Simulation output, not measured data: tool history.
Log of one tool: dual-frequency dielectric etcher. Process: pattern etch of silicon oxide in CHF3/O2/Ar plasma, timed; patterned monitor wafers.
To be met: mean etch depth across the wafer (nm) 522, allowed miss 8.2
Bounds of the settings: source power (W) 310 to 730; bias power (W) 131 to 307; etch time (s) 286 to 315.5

run,hour,source power (W),bias power (W),etch time (s),mean etch depth across the wafer (nm)
1,0,520,219,315.5,638.99
2,1.5,480,211,314.5,611.68
3,2.7,480,241,314.5,650.39
4,4.6,480,241,315.5,650.27
5,10.6,450,229,314.5,624.15
6,16.4,520,229,314.5,646.31
7,21.5,490,215,313,617.23
8,25.4,460,207,312.5,599.86
9,31.9,430,199,312,575.51
10,40.1,410,196,311.5,565.27

Which of these 4 next moves meets every target?
A,48.3,350,193,301,?
B,48.3,380,184,311,?
C,48.3,400,209,306.5,?
D,48.3,550,252,290.5,?

move,mean etch depth across the wafer (nm)
A,526.57
B,543.28
C,571.2
D,632.24
A: meets every target
B: nearer than the last run, and not there yet
C: further off than the last run
D: further off than the last run
Answer: A
